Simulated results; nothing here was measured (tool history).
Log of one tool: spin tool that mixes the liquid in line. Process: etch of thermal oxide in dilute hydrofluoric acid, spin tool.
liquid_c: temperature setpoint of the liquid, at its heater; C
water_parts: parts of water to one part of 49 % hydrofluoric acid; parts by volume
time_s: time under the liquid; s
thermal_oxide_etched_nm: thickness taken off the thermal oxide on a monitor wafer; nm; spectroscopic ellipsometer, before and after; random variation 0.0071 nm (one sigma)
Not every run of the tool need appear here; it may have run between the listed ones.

{"run": 1, "hour": 0.0, "liquid_c": 21, "water_parts": 250, "time_s": 40, "thermal_oxide_etched_nm": 0.56963}
{"run": 2, "hour": 2.4, "liquid_c": 19.5, "water_parts": 250, "time_s": 40, "thermal_oxide_etched_nm": 0.52759}
{"run": 3, "hour": 3.6, "liquid_c": 20.5, "water_parts": 250, "time_s": 40, "thermal_oxide_etched_nm": 0.55055}
{"run": 4, "hour": 6.6, "liquid_c": 22.5, "water_parts": 250, "time_s": 40, "thermal_oxide_etched_nm": 0.58815}
{"run": 5, "hour": 13.4, "liquid_c": 23, "water_parts": 250, "time_s": 40, "thermal_oxide_etched_nm": 0.60224}
{"run": 6, "hour": 18.6, "liquid_c": 23, "water_parts": 320, "time_s": 40, "thermal_oxide_etched_nm": 0.43888}
{"run": 7, "hour": 20.0, "liquid_c": 23.5, "water_parts": 310, "time_s": 40, "thermal_oxide_etched_nm": 0.46167}
{"run": 8, "hour": 24.7, "liquid_c": 24, "water_parts": 300, "time_s": 40, "thermal_oxide_etched_nm": 0.49469}

Estimate the outcome of run 9 from the log above:
{"run": 9, "hour": 27.4, "liquid_c": 24.5, "water_parts": 295, "time_s": 40, "thermal_oxide_etched_nm": "?"}

{"run 9": {"thermal_oxide_etched_nm": 0.50729}}

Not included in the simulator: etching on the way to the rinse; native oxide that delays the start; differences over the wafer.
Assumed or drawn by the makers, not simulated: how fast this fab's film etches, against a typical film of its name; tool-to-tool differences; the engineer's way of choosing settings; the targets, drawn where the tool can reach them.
